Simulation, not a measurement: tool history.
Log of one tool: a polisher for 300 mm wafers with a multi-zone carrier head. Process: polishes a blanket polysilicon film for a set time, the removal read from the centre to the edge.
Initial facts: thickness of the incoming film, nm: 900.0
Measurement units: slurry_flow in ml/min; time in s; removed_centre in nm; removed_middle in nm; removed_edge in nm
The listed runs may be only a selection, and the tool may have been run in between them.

Run 1, hour 0.0: slurry_flow 280 ml/min, centre_zone 1.00, middle_zone 1.00, edge_zone 1.00, time 39 s. Result: removed_centre 376.78 nm, removed_middle 375.21 nm, removed_edge 381.59 nm.
Run 2, hour 6.2: slurry_flow 270 ml/min, centre_zone 0.94, middle_zone 1.00, edge_zone 0.95, time 38 s. Result: removed_centre 342.51 nm, removed_middle 366.54 nm, removed_edge 354.53 nm.
Run 3, hour 14.9: slurry_flow 270 ml/min, centre_zone 0.88, middle_zone 1.00, edge_zone 0.95, time 38 s. Result: removed_centre 324.04 nm, removed_middle 362.58 nm, removed_edge 353.57 nm.
Run 4, hour 22.8: slurry_flow 270 ml/min, centre_zone 0.88, middle_zone 1.00, edge_zone 0.95, time 32 s. Result: removed_centre 268.82 nm, removed_middle 301.44 nm, removed_edge 300.34 nm.
Run 5, hour 31.3: slurry_flow 200 ml/min, centre_zone 0.88, middle_zone 1.00, edge_zone 0.95, time 32 s. Result: removed_centre 265.48 nm, removed_middle 291.57 nm, removed_edge 295.88 nm.
Run 6, hour 37.8: slurry_flow 235 ml/min, centre_zone 0.88, middle_zone 1.03, edge_zone 0.97, time 32 s. Result: removed_centre 266.97 nm, removed_middle 307.50 nm, removed_edge 301.16 nm.
Run 7, hour 45.3: slurry_flow 260 ml/min, centre_zone 0.89, middle_zone 1.05, edge_zone 0.98, time 32 s. Result: removed_centre 273.49 nm, removed_middle 321.60 nm, removed_edge 302.39 nm.

Run 8 comes next. What will it give?
Run 8, hour 46.9: slurry_flow 275 ml/min, centre_zone 0.89, middle_zone 1.06, edge_zone 1.00, time 32 s. Result: removed_centre ?, removed_middle ?, removed_edge ?.

Run 8 came out at removed_centre 273.00 nm, removed_middle 318.74 nm, removed_edge 308.91 nm.

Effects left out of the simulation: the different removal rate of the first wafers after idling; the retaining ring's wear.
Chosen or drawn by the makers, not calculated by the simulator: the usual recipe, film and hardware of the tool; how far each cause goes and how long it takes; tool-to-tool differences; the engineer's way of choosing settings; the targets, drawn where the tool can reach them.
